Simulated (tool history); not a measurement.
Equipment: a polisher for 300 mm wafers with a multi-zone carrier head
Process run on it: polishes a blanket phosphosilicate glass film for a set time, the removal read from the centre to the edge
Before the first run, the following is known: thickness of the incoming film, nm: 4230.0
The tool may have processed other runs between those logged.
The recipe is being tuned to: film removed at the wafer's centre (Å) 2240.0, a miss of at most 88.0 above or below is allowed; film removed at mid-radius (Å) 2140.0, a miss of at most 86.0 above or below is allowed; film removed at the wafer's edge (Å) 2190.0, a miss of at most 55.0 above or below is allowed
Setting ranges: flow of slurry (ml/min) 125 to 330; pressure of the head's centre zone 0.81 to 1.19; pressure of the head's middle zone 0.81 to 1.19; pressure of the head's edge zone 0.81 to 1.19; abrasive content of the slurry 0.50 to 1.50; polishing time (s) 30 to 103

run,hour,flow of slurry (ml/min),pressure of the head's centre zone,pressure of the head's middle zone,pressure of the head's edge zone,abrasive content of the slurry,polishing time (s),film removed at the wafer's centre (Å),film removed at mid-radius (Å),film removed at the wafer's edge (Å)
1,0.0,210,1.00,1.00,1.00,1.00,66,3323.5,3487.4,3437.8
2,7.2,210,0.94,1.00,1.00,1.00,66,3078.4,3525.6,3396.6
3,11.6,210,0.94,1.00,1.00,1.00,73,3451.9,3846.9,3753.5
4,19.0,205,0.95,0.96,0.96,0.85,69,2866.6,3111.4,3070.5
5,25.9,205,0.95,0.96,0.91,0.85,69,2873.7,3109.5,3023.8
6,29.8,200,0.96,0.93,0.88,0.75,69,2515.3,2742.7,2634.8
7,33.0,190,0.98,0.90,0.86,0.75,69,2655.4,2640.5,2590.7
8,35.4,180,0.97,0.88,0.85,0.70,69,2359.8,2433.2,2399.7
# hour 40.7: centre zone pressure recalibrated
9,40.7,170,0.98,0.86,0.84,0.70,69,2513.8,2335.6,2359.0
10,42.8,160,0.96,0.85,0.83,0.70,69,2488.0,2268.1,2339.6
11,47.5,160,0.95,0.85,0.83,0.65,69,2266.9,2128.8,2119.9

Next run, 5 choices. One meets every target within its allowed miss, the rest don't. Which?
A,52.2,125,1.06,0.92,0.81,0.55,90,?,?,?
B,52.2,155,0.93,0.84,0.82,0.65,71,?,?,?
C,52.2,130,0.99,0.93,0.81,0.60,76,?,?,?
D,52.2,180,0.96,0.95,0.81,0.60,74,?,?,?
E,52.2,125,1.07,0.89,0.81,0.65,71,?,?,?

move,film removed at the wafer's centre (Å),film removed at mid-radius (Å),film removed at the wafer's edge (Å)
A,2420.1,2137.8,2081.6
B,2259.0,2120.2,2192.2
C,2224.3,2117.2,2040.3
D,2228.2,2205.5,2061.8
E,2489.8,2128.0,2122.9
A: its largest miss is bigger than the last run's
B: meets every target
C: its largest miss is bigger than the last run's
D: its largest miss is bigger than the last run's
E: its largest miss is bigger than the last run's
B meets every target.
